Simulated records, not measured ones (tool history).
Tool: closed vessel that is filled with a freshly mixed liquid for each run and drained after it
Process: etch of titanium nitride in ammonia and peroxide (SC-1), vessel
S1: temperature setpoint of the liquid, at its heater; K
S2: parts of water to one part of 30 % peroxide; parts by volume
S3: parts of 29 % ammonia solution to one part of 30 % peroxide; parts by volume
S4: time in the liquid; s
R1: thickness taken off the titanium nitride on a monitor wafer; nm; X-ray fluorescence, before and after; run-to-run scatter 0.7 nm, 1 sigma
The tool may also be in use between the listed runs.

run,hour,S1,S2,S3,S4,R1
1,0,327.15,11,1,515,56.619
2,7.2,327.15,11,1,550,60.467
3,15.9,334.15,11,1,550,97.55
4,22.2,334.15,11,1.15,550,99.144
5,27.8,334.15,11,1,550,97.449
6,31.4,334.65,11,1,550,101
7,38.4,335.15,11,1,550,102.75
8,46.2,335.65,11,1,550,107.16

Run 9 has not been measured yet. What should we expect?
9,49,336.15,11,1,550,?

{"run 9": {"R1": 110.35}}
